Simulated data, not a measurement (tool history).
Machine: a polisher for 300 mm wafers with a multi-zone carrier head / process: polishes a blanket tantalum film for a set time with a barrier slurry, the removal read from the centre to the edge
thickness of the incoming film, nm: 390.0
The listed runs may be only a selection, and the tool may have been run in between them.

run  hour  flow of slurry (ml/min)  pressure of the head's centre zone  pressure of the head's middle zone  pressure of the head's edge zone  abrasive content of the slurry  polishing time (s)  film removed at the wafer's centre (nm)  film removed at mid-radius (nm)  film removed at the wafer's edge (nm)
  1   0.0                      255                                1.00                                1.00                              1.00                            1.00                  57                                   152.90                           150.45                                 150.00
  2   4.1                      300                                1.00                                1.00                              1.00                            1.00                  57                                   154.31                           155.10                                 152.39
  3   7.8                      295                                0.99                                1.01                              0.99                            1.00                  57                                   152.47                           155.87                                 155.86
  4  13.0                      285                                0.99                                1.03                              0.98                            0.95                  57                                   150.39                           153.83                                 147.53
  5  14.7                      285                                0.98                                1.04                              0.98                            0.95                  57                                   148.44                           160.12                                 147.54
     22.5  -- worn pad replaced by a new one
  6  22.5                      280                                0.98                                1.04                              0.98                            0.95                  57                                   156.58                           165.48                                 158.30
  7  29.3                      290                                0.97                                1.03                              0.96                            0.90                  57                                   152.75                           158.10                                 153.06

Predict the results of run 8:
  8  35.1                      285                                0.97                                1.04                              0.97                            0.90                  57                                        ?                                ?                                      ?

{"run 8": {"film removed at the wafer's centre (nm)": 152.76, "film removed at mid-radius (nm)": 163.41, "film removed at the wafer's edge (nm)": 154.16}}
